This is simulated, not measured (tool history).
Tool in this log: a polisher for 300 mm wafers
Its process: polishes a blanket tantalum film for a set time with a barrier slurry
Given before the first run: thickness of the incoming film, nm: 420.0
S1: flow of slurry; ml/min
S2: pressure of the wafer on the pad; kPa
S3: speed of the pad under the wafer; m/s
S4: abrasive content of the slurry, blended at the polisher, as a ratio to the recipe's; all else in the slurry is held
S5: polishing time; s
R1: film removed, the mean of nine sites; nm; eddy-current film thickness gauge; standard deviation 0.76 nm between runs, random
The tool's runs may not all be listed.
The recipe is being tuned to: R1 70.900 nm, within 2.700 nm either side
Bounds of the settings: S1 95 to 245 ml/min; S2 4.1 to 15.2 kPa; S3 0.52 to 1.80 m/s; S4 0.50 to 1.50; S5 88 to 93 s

run  hour   S1    S2    S3    S4  S5       R1
  1   0.0  155   9.7  1.16  1.00  88  121.070
  2   4.6  155   9.7  1.16  1.00  93  128.480
  3   8.3  155  11.0  1.16  1.00  93  146.040
  4   9.3  155  12.4  1.16  1.00  93  162.240
  5  18.0  155  10.3  1.12  1.00  93  132.420
  6  21.9  155  10.3  1.12  0.80  93  124.230
  7  30.2  155  10.3  1.12  0.80  93  123.310
  8  31.6  155   9.0  1.10  0.80  93  109.110
  9  37.8  155   7.6  1.10  0.80  93   91.455
 10  39.1  155   6.9  1.10  0.80  93   83.816

Below are 4 possible settings for the next run. Only one of them brings all results inside the allowed miss of their targets. Which is it?
  A  40.4  105   7.6  1.12  0.75  93   ?
  B  40.4  150   6.2  0.96  0.70  88   ?
  C  40.4  145   7.6  0.90  0.80  88   ?
  D  40.4  115  10.3  1.04  0.50  93   ?

move      R1
   A  86.659
   B  61.990
   C  71.681
   D  95.381
A: further off than the last run
B: pushes the last run's worst result past its target
C: all results land within tolerance of their targets
D: further off than the last run
Move C is the one to make.

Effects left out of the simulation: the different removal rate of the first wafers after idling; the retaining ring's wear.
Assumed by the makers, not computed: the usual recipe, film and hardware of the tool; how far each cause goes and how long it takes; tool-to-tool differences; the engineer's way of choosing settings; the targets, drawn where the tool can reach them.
